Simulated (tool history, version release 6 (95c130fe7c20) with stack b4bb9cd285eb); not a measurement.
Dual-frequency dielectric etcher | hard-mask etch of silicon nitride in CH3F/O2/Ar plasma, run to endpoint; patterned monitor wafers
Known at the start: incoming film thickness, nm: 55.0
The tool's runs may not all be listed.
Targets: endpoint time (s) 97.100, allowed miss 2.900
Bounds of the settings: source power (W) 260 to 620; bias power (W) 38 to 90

Run 1, hour 0.0: source power (W) 440, bias power (W) 64. Result: endpoint time (s) 83.334.
Run 2, hour 7.2: source power (W) 440, bias power (W) 59. Result: endpoint time (s) 83.658.
Run 3, hour 13.8: source power (W) 390, bias power (W) 59. Result: endpoint time (s) 89.050.
Run 4, hour 21.7: source power (W) 460, bias power (W) 59. Result: endpoint time (s) 83.591.
Run 5, hour 30.2: source power (W) 420, bias power (W) 56. Result: endpoint time (s) 87.218.
Run 6, hour 36.2: source power (W) 420, bias power (W) 48. Result: endpoint time (s) 89.777.
Run 7, hour 40.7: source power (W) 400, bias power (W) 47. Result: endpoint time (s) 93.456.
Run 8, hour 46.1: source power (W) 390, bias power (W) 47. Result: endpoint time (s) 93.814.

4 next moves are on the table. One of them brings every result within its allowed miss. Which?
Run A, hour 51.5: source power (W) 370, bias power (W) 43. Result: endpoint time (s) ?.
Run B, hour 51.5: source power (W) 460, bias power (W) 40. Result: endpoint time (s) ?.
Run C, hour 51.5: source power (W) 410, bias power (W) 49. Result: endpoint time (s) ?.
Run D, hour 51.5: source power (W) 480, bias power (W) 46. Result: endpoint time (s) ?.

move  endpoint time (s)
   A             97.913
   B             88.584
   C             90.463
   D             84.552
A: meets every target
B: further off than the last run
C: further off than the last run
D: further off than the last run
Move A is the one to make.
